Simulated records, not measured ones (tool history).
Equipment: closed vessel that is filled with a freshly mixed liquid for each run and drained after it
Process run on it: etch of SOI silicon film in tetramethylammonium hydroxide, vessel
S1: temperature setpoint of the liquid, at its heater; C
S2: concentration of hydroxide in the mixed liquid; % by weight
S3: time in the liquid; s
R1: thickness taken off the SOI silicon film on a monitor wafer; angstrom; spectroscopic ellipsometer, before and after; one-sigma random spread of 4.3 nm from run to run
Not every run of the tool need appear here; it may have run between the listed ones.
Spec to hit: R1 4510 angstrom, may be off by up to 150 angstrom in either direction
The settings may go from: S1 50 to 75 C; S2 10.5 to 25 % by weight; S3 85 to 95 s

run 1 hour=0 | S1=62 S2=20 S3=85 | R1=2667.4
run 2 hour=4.9 | S1=62 S2=20 S3=85 | R1=2675.1
run 3 hour=10.4 | S1=63.5 S2=20 S3=85 | R1=2870.9
run 4 hour=15.9 | S1=63.5 S2=17 S3=85 | R1=3102.1
run 5 hour=24.5 | S1=63.5 S2=19.5 S3=85 | R1=2994.2
run 6 hour=27.8 | S1=63.5 S2=17 S3=85 | R1=3144.7
run 7 hour=32.4 | S1=64.5 S2=17 S3=85 | R1=3338
run 8 hour=38 | S1=64.5 S2=17 S3=85 | R1=3372.7
run 9 hour=46 | S1=65.5 S2=17 S3=85 | R1=3545.5
run 10 hour=54.4 | S1=66 S2=17 S3=85 | R1=3695.3
run 11 hour=60.9 | S1=66.5 S2=17 S3=85 | R1=3817.1
run 12 hour=62.7 | S1=67 S2=17 S3=85 | R1=3848.1
run 13 hour=67.2 | S1=67.5 S2=17 S3=85 | R1=3962.7
run 14 hour=70.6 | S1=68 S2=17 S3=85 | R1=4062.3
run 15 hour=75.3 | S1=68.5 S2=17 S3=85 | R1=4195.6

Of the 5 settings listed for the next run, only one would bring every result within its allowed miss of target. Which one?
run A hour=80 | S1=66 S2=17 S3=95 | R1=?
run B hour=80 | S1=66.5 S2=17 S3=85 | R1=?
run C hour=80 | S1=64.5 S2=11 S3=85 | R1=?
run D hour=80 | S1=67.5 S2=19 S3=85 | R1=?
run E hour=80 | S1=69.5 S2=16.5 S3=85 | R1=?

move=A R1=4058.6
move=B R1=3742
move=C R1=3990.4
move=D R1=3772.2
move=E R1=4528.2
A: its largest miss is bigger than the last run's
B: its largest miss is bigger than the last run's
C: its largest miss is bigger than the last run's
D: its largest miss is bigger than the last run's
E: meets every target
Go with E: it meets all targets.

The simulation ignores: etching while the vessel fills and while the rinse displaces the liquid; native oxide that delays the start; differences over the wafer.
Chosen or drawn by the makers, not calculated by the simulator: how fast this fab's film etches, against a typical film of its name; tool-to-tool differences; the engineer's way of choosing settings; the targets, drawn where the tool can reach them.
